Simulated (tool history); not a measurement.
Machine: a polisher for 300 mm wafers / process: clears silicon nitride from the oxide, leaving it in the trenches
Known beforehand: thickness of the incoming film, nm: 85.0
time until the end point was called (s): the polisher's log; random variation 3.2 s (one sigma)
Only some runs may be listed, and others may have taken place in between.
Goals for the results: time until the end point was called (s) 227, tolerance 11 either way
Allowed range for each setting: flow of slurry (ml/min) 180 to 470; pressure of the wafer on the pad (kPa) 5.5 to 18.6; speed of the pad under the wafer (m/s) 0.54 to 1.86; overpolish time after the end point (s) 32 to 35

| run | hour | flow of slurry (ml/min) | pressure of the wafer on the pad (kPa) | speed of the pad under the wafer (m/s) | overpolish time after the end point (s) | time until the end point was called (s) |
|---|---|---|---|---|---|---|
| 1 | 0 | 300 | 11.7 | 1.18 | 32 | 156.34 |
| 2 | 7.4 | 260 | 11.7 | 1.18 | 32 | 155.97 |
| 3 | 11.1 | 260 | 11 | 1.18 | 32 | 164.27 |
| 4 | 13.8 | 260 | 11 | 1.18 | 32 | 168.9 |
| 5 | 15.6 | 260 | 10.3 | 1.18 | 32 | 179.24 |
| 6 | 18.1 | 260 | 10.3 | 1.18 | 32 | 177.58 |
| 7 | 19 | 260 | 9.7 | 1.18 | 32 | 189.94 |
| 8 | 25.3 | 260 | 9 | 1.18 | 32 | 195.37 |
| 9 | 31.4 | 260 | 8.3 | 1.18 | 32 | 207.21 |

Below are 5 possible settings for the next run. Only one of them brings all results inside the allowed miss of their targets. Which is it?
| A | 37.5 | 245 | 9.7 | 1.22 | 32 | ? |
| B | 37.5 | 280 | 6.2 | 1.34 | 32 | ? |
| C | 37.5 | 260 | 7.6 | 1.34 | 32 | ? |
| D | 37.5 | 310 | 8.3 | 1.22 | 33 | ? |
| E | 37.5 | 250 | 9 | 1.16 | 32 | ? |

| move | time until the end point was called (s) |
|---|---|
| A | 175.36 |
| B | 221.46 |
| C | 192.31 |
| D | 193.1 |
| E | 194.7 |
A: the biggest miss grows against the last run
B: each result inside its tolerance
C: the biggest miss grows against the last run
D: the biggest miss grows against the last run
E: the biggest miss grows against the last run
Move B is the one to make.
